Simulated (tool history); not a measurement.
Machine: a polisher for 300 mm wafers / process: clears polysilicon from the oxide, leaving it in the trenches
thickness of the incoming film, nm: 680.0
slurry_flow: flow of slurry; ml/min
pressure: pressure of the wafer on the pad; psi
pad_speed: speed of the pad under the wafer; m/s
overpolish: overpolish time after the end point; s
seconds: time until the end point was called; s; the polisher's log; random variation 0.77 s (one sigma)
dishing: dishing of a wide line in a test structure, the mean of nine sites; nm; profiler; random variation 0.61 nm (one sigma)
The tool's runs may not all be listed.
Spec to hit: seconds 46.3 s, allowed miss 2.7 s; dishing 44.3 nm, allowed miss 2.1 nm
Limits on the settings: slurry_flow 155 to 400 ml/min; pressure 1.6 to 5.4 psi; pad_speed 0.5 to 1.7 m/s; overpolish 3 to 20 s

{"run": 1, "hour": 0.0, "slurry_flow": 255, "pressure": 3.5, "pad_speed": 1.1, "overpolish": 10, "seconds": 34.031, "dishing": 53.871}
{"run": 2, "hour": 8.6, "slurry_flow": 255, "pressure": 3.3, "pad_speed": 1.1, "overpolish": 9, "seconds": 35.214, "dishing": 52.14}
{"run": 3, "hour": 10.0, "slurry_flow": 220, "pressure": 3.3, "pad_speed": 1.1, "overpolish": 9, "seconds": 35.561, "dishing": 53.792}
{"run": 4, "hour": 15.6, "slurry_flow": 185, "pressure": 3.3, "pad_speed": 1.1, "overpolish": 9, "seconds": 37.549, "dishing": 52.263}
{"run": 5, "hour": 24.3, "slurry_flow": 185, "pressure": 3.3, "pad_speed": 1.1, "overpolish": 6, "seconds": 35.509, "dishing": 47.501}
{"run": 6, "hour": 33.2, "slurry_flow": 185, "pressure": 3.3, "pad_speed": 1.36, "overpolish": 6, "seconds": 31.986, "dishing": 50.131}
{"run": 7, "hour": 39.3, "slurry_flow": 185, "pressure": 3.1, "pad_speed": 1.34, "overpolish": 5, "seconds": 33.624, "dishing": 46.067}
{"run": 8, "hour": 47.5, "slurry_flow": 185, "pressure": 2.9, "pad_speed": 1.32, "overpolish": 5, "seconds": 35.51, "dishing": 45.551}
{"run": 9, "hour": 48.5, "slurry_flow": 185, "pressure": 2.7, "pad_speed": 1.3, "overpolish": 5, "seconds": 36.463, "dishing": 45.269}
{"run": 10, "hour": 55.6, "slurry_flow": 185, "pressure": 2.5, "pad_speed": 1.28, "overpolish": 5, "seconds": 38.685, "dishing": 43.152}
{"run": 11, "hour": 60.9, "slurry_flow": 185, "pressure": 2.4, "pad_speed": 1.26, "overpolish": 6, "seconds": 41.216, "dishing": 47.451}
{"run": 12, "hour": 69.5, "slurry_flow": 185, "pressure": 2.3, "pad_speed": 1.26, "overpolish": 6, "seconds": 41.542, "dishing": 46.639}
{"run": 13, "hour": 71.6, "slurry_flow": 185, "pressure": 2.2, "pad_speed": 1.26, "overpolish": 6, "seconds": 41.572, "dishing": 45.385}

4 next moves are on the table. One of them brings every result within its allowed miss. Which?
{"run": "A", "hour": 73.7, "slurry_flow": 285, "pressure": 2.4, "pad_speed": 1, "overpolish": 6, "seconds": "?", "dishing": "?"}
{"run": "B", "hour": 73.7, "slurry_flow": 160, "pressure": 2.2, "pad_speed": 1.02, "overpolish": 9, "seconds": "?", "dishing": "?"}
{"run": "C", "hour": 73.7, "slurry_flow": 255, "pressure": 2.5, "pad_speed": 1.14, "overpolish": 6, "seconds": "?", "dishing": "?"}
{"run": "D", "hour": 73.7, "slurry_flow": 155, "pressure": 1.6, "pad_speed": 1.24, "overpolish": 7, "seconds": "?", "dishing": "?"}

move=A seconds=47.283 dishing=45.146
move=B seconds=52.666 dishing=49.89
move=C seconds=42.466 dishing=47.001
move=D seconds=53.984 dishing=45.53
A: meets every target
B: moves the result that the last run missed by most past its target, out the other side
C: nearer than the last run, and not there yet
D: moves the result that the last run missed by most past its target, out the other side
A meets every target.
